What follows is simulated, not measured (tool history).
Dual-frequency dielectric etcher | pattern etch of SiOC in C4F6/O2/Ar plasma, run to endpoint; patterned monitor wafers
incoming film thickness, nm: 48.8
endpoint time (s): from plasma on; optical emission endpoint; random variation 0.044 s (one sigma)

run  hour  bias power (W)  source power (W)  endpoint time (s)
  1   0.0             478               390             15.602
  2   6.4             523               410             14.790
  3  10.6             437               410             15.757
  4  18.7             437               480             14.956
     20.3  -- bias power generator calibrated
  5  20.3             437               510             14.861
  6  22.7             477               520             14.271
  7  29.3             503               530             13.969
  8  38.2             525               540             13.648
  9  41.4             539               540             13.571

Forecast run 10:
 10  46.5             539               540                  ?

{"run 10": {"endpoint time (s)": 13.511}}
